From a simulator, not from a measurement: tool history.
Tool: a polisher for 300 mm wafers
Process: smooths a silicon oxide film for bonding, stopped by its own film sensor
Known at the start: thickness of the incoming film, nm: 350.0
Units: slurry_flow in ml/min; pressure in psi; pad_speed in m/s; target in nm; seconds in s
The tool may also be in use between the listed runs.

run	hour	slurry_flow	pressure	pad_speed	slurry_solids	target	seconds
1	0	245	2.1	0.7	1	278	103.56
2	7.1	245	1.9	0.7	1	278	113.67
3	13.4	245	1.7	0.7	1	278	126.1
4	21.9	245	1.7	0.76	1	278	118.98
5	28.6	245	1.6	0.76	1	278	125.31
6	31.4	245	1.6	0.76	1.15	278	117.61
7	32.5	245	1.6	0.76	1.15	278	113.72

The next listed run, before its measurement:
8	39.8	245	1.5	0.76	1.15	278	?

Run 8 gave seconds 125.02 s.
